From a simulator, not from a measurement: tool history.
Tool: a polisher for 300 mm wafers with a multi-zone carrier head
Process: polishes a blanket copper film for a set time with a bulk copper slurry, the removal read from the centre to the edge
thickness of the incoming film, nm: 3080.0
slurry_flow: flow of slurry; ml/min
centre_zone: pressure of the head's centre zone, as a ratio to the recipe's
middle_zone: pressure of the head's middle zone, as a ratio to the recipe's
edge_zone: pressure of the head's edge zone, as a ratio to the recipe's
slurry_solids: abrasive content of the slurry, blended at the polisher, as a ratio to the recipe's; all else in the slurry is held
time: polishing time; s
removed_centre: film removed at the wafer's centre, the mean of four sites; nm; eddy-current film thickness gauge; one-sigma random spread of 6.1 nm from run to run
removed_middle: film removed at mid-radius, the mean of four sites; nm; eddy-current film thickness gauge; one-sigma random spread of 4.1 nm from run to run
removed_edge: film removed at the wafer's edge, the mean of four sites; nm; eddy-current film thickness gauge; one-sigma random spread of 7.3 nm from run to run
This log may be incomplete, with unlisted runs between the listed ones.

run	hour	slurry_flow	centre_zone	middle_zone	edge_zone	slurry_solids	time	removed_centre	removed_middle	removed_edge
1	0.0	320	1.00	1.00	1.00	1.00	40	413.02	422.36	399.44
2	7.4	320	0.92	1.00	1.00	1.00	40	373.56	423.56	400.19
3	11.5	320	0.92	0.93	1.00	1.00	40	381.13	392.45	406.65
4	17.1	325	0.94	0.96	1.02	1.05	41	407.69	424.46	422.20
5	22.1	325	0.94	0.96	1.07	1.05	41	403.15	427.97	438.52
6	24.9	330	0.96	0.99	1.08	1.10	42	424.20	448.37	458.99
7	27.7	335	0.98	1.02	1.07	1.15	43	448.76	479.18	463.62
8	36.1	340	1.00	1.04	1.08	1.20	44	475.64	503.96	494.65
9	39.6	345	1.01	1.06	1.07	1.25	45	484.38	526.62	502.06
10	40.8	350	1.03	1.08	1.07	1.30	46	517.75	558.13	521.09
11	48.8	355	1.04	1.10	1.07	1.35	46	519.12	573.30	505.47
# hour 55.7: slurry nozzle cleaned
12	55.7	360	1.05	1.11	1.08	1.35	46	559.06	598.37	538.31
13	63.8	375	1.05	1.12	1.08	1.35	46	557.28	603.09	533.38
14	69.3	390	1.05	1.13	1.09	1.35	46	562.57	606.33	537.58

Run 15 comes next. What will it give?
15	70.7	395	1.05	1.14	1.09	1.35	46	?	?	?

{"run 15": {"removed_centre": 562.06, "removed_middle": 614.19, "removed_edge": 549.0}}
